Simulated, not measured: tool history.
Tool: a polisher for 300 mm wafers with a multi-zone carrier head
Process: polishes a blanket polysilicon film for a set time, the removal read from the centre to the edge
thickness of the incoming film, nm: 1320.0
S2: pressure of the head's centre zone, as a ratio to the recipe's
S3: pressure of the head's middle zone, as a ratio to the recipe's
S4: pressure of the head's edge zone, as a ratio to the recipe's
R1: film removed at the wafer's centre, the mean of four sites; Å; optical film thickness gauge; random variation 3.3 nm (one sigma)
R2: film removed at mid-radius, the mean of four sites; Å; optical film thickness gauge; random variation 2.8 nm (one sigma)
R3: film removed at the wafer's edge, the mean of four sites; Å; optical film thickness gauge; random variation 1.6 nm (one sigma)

run 1 hour=0 | flow_of_slurry_(ml/min)=265 S2=1 S3=1 S4=1 polishing_time_(s)=49 | R1=3934.1 R2=3992.3 R3=4020.3
run 2 hour=1.2 | flow_of_slurry_(ml/min)=265 S2=0.99 S3=1.01 S4=0.98 polishing_time_(s)=47 | R1=3766.1 R2=3883.1 R3=3831.6
run 3 hour=2.6 | flow_of_slurry_(ml/min)=265 S2=0.99 S3=1.01 S4=1.03 polishing_time_(s)=47 | R1=3754.8 R2=3919.6 R3=3954.1
run 4 hour=7.6 | flow_of_slurry_(ml/min)=225 S2=0.99 S3=1.01 S4=1.03 polishing_time_(s)=47 | R1=3639.6 R2=3849 R3=3853
run 5 hour=8.9 | flow_of_slurry_(ml/min)=225 S2=0.99 S3=1.01 S4=1.1 polishing_time_(s)=47 | R1=3651.8 R2=3782.9 R3=4026.3
run 6 hour=11.1 | flow_of_slurry_(ml/min)=220 S2=0.98 S3=1.01 S4=1.07 polishing_time_(s)=45 | R1=3530.9 R2=3677.3 R3=3699.3
run 7 hour=14.4 | flow_of_slurry_(ml/min)=215 S2=0.96 S3=1.01 S4=1.06 polishing_time_(s)=44 | R1=3299 R2=3544.5 R3=3647.8
run 8 hour=16.1 | flow_of_slurry_(ml/min)=210 S2=0.96 S3=1.02 S4=1.04 polishing_time_(s)=43 | R1=3209.9 R2=3466.9 R3=3534.6
run 9 hour=21.3 | flow_of_slurry_(ml/min)=210 S2=0.96 S3=1.03 S4=1.02 polishing_time_(s)=42 | R1=3073.5 R2=3354.5 R3=3418
run 10 hour=29 | flow_of_slurry_(ml/min)=210 S2=0.96 S3=1.03 S4=1.02 polishing_time_(s)=42 | R1=3110.5 R2=3405.7 R3=3424.1
run 11 hour=31.6 | flow_of_slurry_(ml/min)=210 S2=0.96 S3=1.03 S4=1.02 polishing_time_(s)=42 | R1=3125.2 R2=3445.7 R3=3411.2
run 12 hour=34.1 | flow_of_slurry_(ml/min)=205 S2=0.96 S3=1.04 S4=1 polishing_time_(s)=41 | R1=2986.1 R2=3331.9 R3=3304.2
run 13 hour=39.6 | flow_of_slurry_(ml/min)=205 S2=0.97 S3=1.05 S4=0.98 polishing_time_(s)=40 | R1=3019.6 R2=3296.9 R3=3206.7
run 14 hour=42.4 | flow_of_slurry_(ml/min)=205 S2=0.97 S3=1.06 S4=0.96 polishing_time_(s)=39 | R1=2961.8 R2=3268.5 R3=3079.8
run 15 hour=49.1 | flow_of_slurry_(ml/min)=195 S2=0.89 S3=1.08 S4=0.86 polishing_time_(s)=32 | R1=2210.9 R2=2707.6 R3=2365.9
run 16 hour=56.6 | flow_of_slurry_(ml/min)=200 S2=0.89 S3=1.08 S4=0.86 polishing_time_(s)=32 | R1=2182.9 R2=2686.9 R3=2368.3
run 17 hour=65.1 | flow_of_slurry_(ml/min)=205 S2=0.9 S3=1.08 S4=0.86 polishing_time_(s)=32 | R1=2210.1 R2=2717.3 R3=2384
run 18 hour=67.9 | flow_of_slurry_(ml/min)=210 S2=0.91 S3=1.08 S4=0.86 polishing_time_(s)=32 | R1=2291 R2=2746.5 R3=2401.4

The next listed run, before its measurement:
run 19 hour=75.8 | flow_of_slurry_(ml/min)=215 S2=0.91 S3=1.08 S4=0.86 polishing_time_(s)=32 | R1=? R2=? R3=?

R1: 2298.6 Å
R2: 2732.9 Å
R3: 2379.2 Å

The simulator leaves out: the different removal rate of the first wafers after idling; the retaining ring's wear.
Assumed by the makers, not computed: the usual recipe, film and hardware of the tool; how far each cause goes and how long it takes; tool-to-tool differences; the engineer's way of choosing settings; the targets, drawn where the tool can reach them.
